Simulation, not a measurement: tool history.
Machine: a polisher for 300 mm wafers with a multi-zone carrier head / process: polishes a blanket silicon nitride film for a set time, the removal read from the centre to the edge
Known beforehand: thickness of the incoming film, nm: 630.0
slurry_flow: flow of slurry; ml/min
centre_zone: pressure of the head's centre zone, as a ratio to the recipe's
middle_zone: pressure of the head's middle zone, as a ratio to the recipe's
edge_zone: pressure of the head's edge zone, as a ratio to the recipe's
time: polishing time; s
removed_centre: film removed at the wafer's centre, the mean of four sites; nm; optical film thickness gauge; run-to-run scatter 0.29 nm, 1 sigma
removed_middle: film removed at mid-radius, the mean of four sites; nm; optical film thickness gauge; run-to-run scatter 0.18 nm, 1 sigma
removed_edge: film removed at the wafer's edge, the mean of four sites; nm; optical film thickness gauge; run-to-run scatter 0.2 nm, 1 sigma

run	hour	slurry_flow	centre_zone	middle_zone	edge_zone	time	removed_centre	removed_middle	removed_edge
1	0.0	305	1.00	1.00	1.00	36	40.481	40.484	39.297
2	6.3	305	1.00	1.00	1.05	36	40.231	40.850	39.490
3	15.0	305	1.03	1.00	1.05	36	42.353	40.679	40.065
4	16.4	305	0.97	1.00	1.05	36	39.731	40.484	39.600
5	21.1	310	1.01	1.02	1.02	32	36.941	36.483	34.633
6	24.2	320	1.02	1.03	1.01	29	33.357	33.630	31.397
7	32.1	320	1.04	1.04	0.99	27	31.865	31.905	29.221
8	33.9	320	1.04	1.04	0.99	27	32.323	31.520	29.049
9	34.4	320	1.04	1.04	0.99	27	32.039	31.306	29.126
10	37.6	320	1.05	1.05	0.97	26	31.538	30.883	27.790
11	38.5	320	1.05	1.05	0.94	25	29.815	29.491	26.403
12	39.6	320	1.06	1.05	0.92	24	29.130	28.389	25.110
13	44.1	315	1.06	1.04	0.90	24	29.191	28.022	24.709
14	47.1	310	1.06	1.03	0.88	24	29.498	27.634	24.247
15	53.6	305	1.05	1.02	0.87	24	29.185	27.544	24.594
16	59.8	305	1.07	1.04	0.83	20	24.345	23.176	19.880
17	68.4	330	1.07	1.04	0.84	20	24.840	23.796	20.237
18	74.4	330	1.08	1.05	0.86	20	24.740	23.673	20.058
19	80.1	315	1.09	1.06	0.87	20	24.963	23.693	20.050

For run 20, what comes out?
20	81.4	325	1.09	1.06	0.88	20	?	?	?

Run 20 yielded removed_centre 25.258 nm, removed_middle 23.635 nm, removed_edge 20.507 nm.
